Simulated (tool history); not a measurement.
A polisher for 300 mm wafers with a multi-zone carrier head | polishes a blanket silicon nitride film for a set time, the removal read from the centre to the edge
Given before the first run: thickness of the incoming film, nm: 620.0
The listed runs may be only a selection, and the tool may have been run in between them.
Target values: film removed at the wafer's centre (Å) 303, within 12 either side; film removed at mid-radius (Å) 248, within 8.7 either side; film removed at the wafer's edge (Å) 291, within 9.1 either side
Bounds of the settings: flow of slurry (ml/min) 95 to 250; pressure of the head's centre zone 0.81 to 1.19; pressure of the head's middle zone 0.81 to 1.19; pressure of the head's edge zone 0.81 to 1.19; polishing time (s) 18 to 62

run	day	flow of slurry (ml/min)	pressure of the head's centre zone	pressure of the head's middle zone	pressure of the head's edge zone	polishing time (s)	film removed at the wafer's centre (Å)	film removed at mid-radius (Å)	film removed at the wafer's edge (Å)
1	0	160	1	1	1	40	507.18	494.76	512.77
2	0.275	155	1	0.98	0.99	37	458.87	448.72	466.02
3	0.4	150	1.01	0.96	0.99	35	432.94	422.9	434.27
4	0.679	150	1.07	0.96	0.99	35	458.06	420.06	442.74
5	0.75	150	1.07	0.96	0.99	26	342.73	312.84	328.97
6	0.942	150	1.07	0.96	0.92	26	341.78	310.54	317.41
7	1.254	145	1.07	0.94	0.93	26	336.63	300.47	318.03
8	1.525	140	1.07	0.92	0.92	26	329.03	294.35	316.29
9	1.738	115	1.11	0.82	0.88	23	295.41	233.44	269.49

Consider the 5 candidate settings below. Which is the only one whose results all fall within their allowed miss of target?
A	1.95	100	1.06	0.94	0.91	25	?	?	?
B	1.95	95	1.03	0.81	0.99	26	?	?	?
C	1.95	95	1.13	0.81	1.01	24	?	?	?
D	1.95	125	1.05	0.82	0.92	24	?	?	?
E	1.95	95	1.03	0.81	1.04	26	?	?	?

move	film removed at the wafer's centre (Å)	film removed at mid-radius (Å)	film removed at the wafer's edge (Å)
A	298.16	273.65	290.34
B	298.6	249.37	311.57
C	299.9	230.07	290.15
D	296.29	243.89	288.1
E	298.6	249.35	318.45
A: the worst result of the last run now meets its target, but another is out of spec
B: carries the result that was furthest off beyond its target, to the other side
C: the worst result of the last run now meets its target, but another is out of spec
D: hits every target within its allowed miss
E: carries the result that was furthest off beyond its target, to the other side
D meets every target.
